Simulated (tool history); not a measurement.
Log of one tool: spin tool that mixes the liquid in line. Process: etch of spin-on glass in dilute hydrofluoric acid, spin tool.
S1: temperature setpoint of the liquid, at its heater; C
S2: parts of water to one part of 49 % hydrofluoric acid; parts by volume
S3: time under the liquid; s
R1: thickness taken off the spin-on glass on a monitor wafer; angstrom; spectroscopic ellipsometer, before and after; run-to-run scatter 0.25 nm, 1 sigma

run    day    S1   S2   S3      R1
  1  0.000  22.0   95  100  425.25
  2  0.021  22.0  115  100  342.78
  3  0.242  22.0  115  110  375.15
  4  0.512  23.5  115  110  399.23
  5  0.867  25.0  115  110  423.46
  6  1.025  23.0  115  110  392.42

Run 7 has not been measured yet. What should we expect?
  7  1.054  27.0  115  110   ?

R1: 455.54 angstrom
